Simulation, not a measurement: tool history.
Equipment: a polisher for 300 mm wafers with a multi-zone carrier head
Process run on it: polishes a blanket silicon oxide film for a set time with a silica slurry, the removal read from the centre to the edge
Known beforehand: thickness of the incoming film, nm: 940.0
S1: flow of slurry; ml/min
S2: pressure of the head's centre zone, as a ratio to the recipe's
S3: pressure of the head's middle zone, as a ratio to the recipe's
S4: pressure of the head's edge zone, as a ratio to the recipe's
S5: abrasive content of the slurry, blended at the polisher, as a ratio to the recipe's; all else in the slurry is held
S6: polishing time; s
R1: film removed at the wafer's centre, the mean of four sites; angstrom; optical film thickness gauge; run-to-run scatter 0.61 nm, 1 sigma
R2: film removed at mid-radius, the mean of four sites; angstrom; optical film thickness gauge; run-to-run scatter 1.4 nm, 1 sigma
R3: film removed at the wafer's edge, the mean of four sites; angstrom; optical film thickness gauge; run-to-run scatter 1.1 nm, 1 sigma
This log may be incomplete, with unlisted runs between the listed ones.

run  hour   S1    S2    S3    S4    S5  S6      R1      R2      R3
  1   0.0  240  1.00  1.00  1.00  1.00  44  1465.6  1492.0  1488.9
  2   5.8  240  1.00  1.00  1.00  1.15  44  1572.5  1570.3  1584.0
  3  14.3  235  0.98  1.00  0.98  1.05  43  1436.9  1514.3  1458.2
  4  19.9  280  0.98  1.00  0.98  1.05  43  1453.6  1558.0  1470.1
  5  26.4  280  0.98  0.95  0.98  1.05  43  1467.6  1455.1  1525.4
  6  35.0  280  0.98  1.00  0.98  1.05  43  1456.0  1549.4  1496.3

What does the tool deliver on the next run?
  7  41.3  270  0.96  0.99  0.96  0.95  42   ?   ?   ?

Run 7 produced R1 1342.4 angstrom, R2 1406.8 angstrom, R3 1370.7 angstrom.
